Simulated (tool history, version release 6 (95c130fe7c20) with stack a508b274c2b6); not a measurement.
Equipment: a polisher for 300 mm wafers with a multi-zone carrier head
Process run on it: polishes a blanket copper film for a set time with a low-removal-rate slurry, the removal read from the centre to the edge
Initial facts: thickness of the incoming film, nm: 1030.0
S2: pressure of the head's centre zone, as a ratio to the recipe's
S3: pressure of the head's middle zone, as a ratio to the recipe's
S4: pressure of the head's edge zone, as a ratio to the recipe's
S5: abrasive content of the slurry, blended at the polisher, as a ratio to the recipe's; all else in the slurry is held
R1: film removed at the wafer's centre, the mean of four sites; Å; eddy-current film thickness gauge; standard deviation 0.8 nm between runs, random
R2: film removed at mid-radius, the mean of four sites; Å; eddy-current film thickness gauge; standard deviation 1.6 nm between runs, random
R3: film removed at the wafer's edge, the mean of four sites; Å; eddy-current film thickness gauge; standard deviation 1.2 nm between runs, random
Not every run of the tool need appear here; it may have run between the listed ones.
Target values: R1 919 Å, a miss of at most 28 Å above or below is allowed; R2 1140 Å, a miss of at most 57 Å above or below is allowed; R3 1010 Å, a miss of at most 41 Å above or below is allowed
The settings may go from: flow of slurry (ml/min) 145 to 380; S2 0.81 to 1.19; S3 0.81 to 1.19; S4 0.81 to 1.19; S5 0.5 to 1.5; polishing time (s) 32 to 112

run 1 day=0 | flow_of_slurry_(ml/min)=245 S2=1 S3=1 S4=1 S5=1 polishing_time_(s)=72 | R1=1512.1 R2=1514.2 R3=1476.2
run 2 day=0.229 | flow_of_slurry_(ml/min)=245 S2=1.05 S3=1 S4=1 S5=1 polishing_time_(s)=72 | R1=1593.4 R2=1502.8 R3=1496.6
run 3 day=0.458 | flow_of_slurry_(ml/min)=245 S2=1.05 S3=0.96 S4=1 S5=1 polishing_time_(s)=72 | R1=1598.4 R2=1428.7 R3=1462
run 4 day=0.825 | flow_of_slurry_(ml/min)=235 S2=0.99 S3=0.97 S4=0.97 S5=0.85 polishing_time_(s)=69 | R1=1392.2 R2=1340.1 R3=1321.8
run 5 day=0.85 | flow_of_slurry_(ml/min)=225 S2=0.94 S3=0.99 S4=0.96 S5=0.75 polishing_time_(s)=66 | R1=1220.7 R2=1258.5 R3=1278.1
run 6 day=1.083 | flow_of_slurry_(ml/min)=240 S2=0.92 S3=1.02 S4=0.92 S5=0.7 polishing_time_(s)=62 | R1=1106.7 R2=1217.8 R3=1154.4
run 7 day=1.25 | flow_of_slurry_(ml/min)=245 S2=0.9 S3=1.03 S4=0.9 S5=0.65 polishing_time_(s)=61 | R1=1068.2 R2=1186.5 R3=1124.7
run 8 day=1.529 | flow_of_slurry_(ml/min)=245 S2=0.88 S3=1.05 S4=0.88 S5=0.6 polishing_time_(s)=60 | R1=1006.5 R2=1198.8 R3=1050.1
run 9 day=1.725 | flow_of_slurry_(ml/min)=240 S2=0.87 S3=1.04 S4=0.87 S5=0.6 polishing_time_(s)=60 | R1=1002 R2=1172.8 R3=1051.2
run 10 day=1.967 | flow_of_slurry_(ml/min)=235 S2=0.85 S3=1.04 S4=0.86 S5=0.6 polishing_time_(s)=60 | R1=964.74 R2=1145 R3=1058.2
run 11 day=2.238 | flow_of_slurry_(ml/min)=230 S2=0.85 S3=1.05 S4=0.85 S5=0.6 polishing_time_(s)=60 | R1=954.69 R2=1153.2 R3=1081.7
run 12 day=2.362 | flow_of_slurry_(ml/min)=235 S2=0.85 S3=1.05 S4=0.85 S5=0.55 polishing_time_(s)=60 | R1=935.31 R2=1172 R3=1029.5
run 13 day=2.638 | flow_of_slurry_(ml/min)=235 S2=0.85 S3=1.04 S4=0.85 S5=0.55 polishing_time_(s)=60 | R1=947.69 R2=1125.9 R3=1047.8
run 14 day=2.796 | flow_of_slurry_(ml/min)=235 S2=0.85 S3=1.05 S4=0.85 S5=0.55 polishing_time_(s)=60 | R1=944.89 R2=1168.7 R3=1031

Below are 4 possible settings for the next run. Only one of them brings all results inside the allowed miss of their targets. Which is it?
run A day=2.954 | flow_of_slurry_(ml/min)=285 S2=0.9 S3=1.05 S4=0.81 S5=0.5 polishing_time_(s)=60 | R1=? R2=? R3=?
run B day=2.954 | flow_of_slurry_(ml/min)=165 S2=0.82 S3=1 S4=0.91 S5=0.6 polishing_time_(s)=64 | R1=? R2=? R3=?
run C day=2.954 | flow_of_slurry_(ml/min)=245 S2=0.88 S3=1 S4=0.87 S5=0.6 polishing_time_(s)=58 | R1=? R2=? R3=?
run D day=2.954 | flow_of_slurry_(ml/min)=165 S2=0.86 S3=1.07 S4=0.84 S5=0.5 polishing_time_(s)=63 | R1=? R2=? R3=?

move=A R1=1011.6 R2=1155.1 R3=1044.5
move=B R1=929.78 R2=1129.7 R3=1131.9
move=C R1=968.64 R2=1088 R3=1056.1
move=D R1=929.87 R2=1139.7 R3=1047.3
A: moves away from the targets compared with the last run
B: brings the last run's worst result on target, with another outside its allowed miss
C: moves away from the targets compared with the last run
D: all results in spec
So the answer is move D, the one that meets all the targets.
